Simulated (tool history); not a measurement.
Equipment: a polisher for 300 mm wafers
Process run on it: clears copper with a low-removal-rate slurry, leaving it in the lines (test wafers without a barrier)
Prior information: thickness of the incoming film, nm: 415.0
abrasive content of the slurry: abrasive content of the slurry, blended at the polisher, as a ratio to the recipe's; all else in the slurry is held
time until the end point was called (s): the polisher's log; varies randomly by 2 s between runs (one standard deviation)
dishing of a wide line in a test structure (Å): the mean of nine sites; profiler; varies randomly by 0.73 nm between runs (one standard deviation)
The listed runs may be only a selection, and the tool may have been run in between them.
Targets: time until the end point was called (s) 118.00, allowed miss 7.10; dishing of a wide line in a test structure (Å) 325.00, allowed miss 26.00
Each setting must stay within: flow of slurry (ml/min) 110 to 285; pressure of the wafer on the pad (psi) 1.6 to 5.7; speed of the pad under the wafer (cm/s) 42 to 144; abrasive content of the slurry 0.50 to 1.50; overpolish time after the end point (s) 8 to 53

| run | hour | flow of slurry (ml/min) | pressure of the wafer on the pad (psi) | speed of the pad under the wafer (cm/s) | abrasive content of the slurry | overpolish time after the end point (s) | time until the end point was called (s) | dishing of a wide line in a test structure (Å) |
|---|---|---|---|---|---|---|---|---|
| 1 | 0.0 | 180 | 3.6 | 92 | 1.00 | 27 | 159.92 | 485.92 |
| 2 | 2.3 | 180 | 4.2 | 92 | 1.00 | 27 | 142.14 | 529.47 |
| 3 | 9.8 | 180 | 3.5 | 92 | 1.00 | 27 | 167.84 | 458.45 |
| 4 | 14.5 | 180 | 3.7 | 94 | 1.00 | 23 | 154.96 | 426.77 |
| 5 | 19.9 | 180 | 3.9 | 94 | 1.00 | 20 | 149.12 | 379.17 |
| 6 | 27.2 | 180 | 4.1 | 94 | 1.00 | 18 | 137.78 | 362.72 |
| 7 | 33.6 | 180 | 4.2 | 94 | 1.00 | 17 | 139.07 | 358.60 |
| 8 | 35.7 | 180 | 4.4 | 94 | 1.00 | 16 | 133.43 | 356.85 |
| 9 | 41.6 | 180 | 4.5 | 94 | 1.00 | 15 | 126.00 | 327.88 |
| 10 | 42.9 | 180 | 4.6 | 94 | 1.00 | 15 | 130.08 | 354.53 |
| 11 | 43.7 | 180 | 4.7 | 94 | 1.00 | 14 | 130.13 | 313.45 |

Exercise: of the 4 proposed moves below, exactly one satisfies all targets within the stated allowed misses. Which move is it?
| A | 44.5 | 215 | 4.6 | 102 | 0.95 | 13 | ? | ? |
| B | 44.5 | 165 | 4.3 | 88 | 1.05 | 15 | ? | ? |
| C | 44.5 | 135 | 4.9 | 82 | 0.90 | 15 | ? | ? |
| D | 44.5 | 165 | 5.1 | 86 | 0.90 | 14 | ? | ? |

| move | time until the end point was called (s) | dishing of a wide line in a test structure (Å) |
|---|---|---|
| A | 118.50 | 313.51 |
| B | 141.27 | 304.04 |
| C | 144.24 | 299.39 |
| D | 130.18 | 308.78 |
A: each result inside its tolerance
B: further off than the last run
C: further off than the last run
D: about the same distance from the targets as the last run
Go with A: it meets all targets.

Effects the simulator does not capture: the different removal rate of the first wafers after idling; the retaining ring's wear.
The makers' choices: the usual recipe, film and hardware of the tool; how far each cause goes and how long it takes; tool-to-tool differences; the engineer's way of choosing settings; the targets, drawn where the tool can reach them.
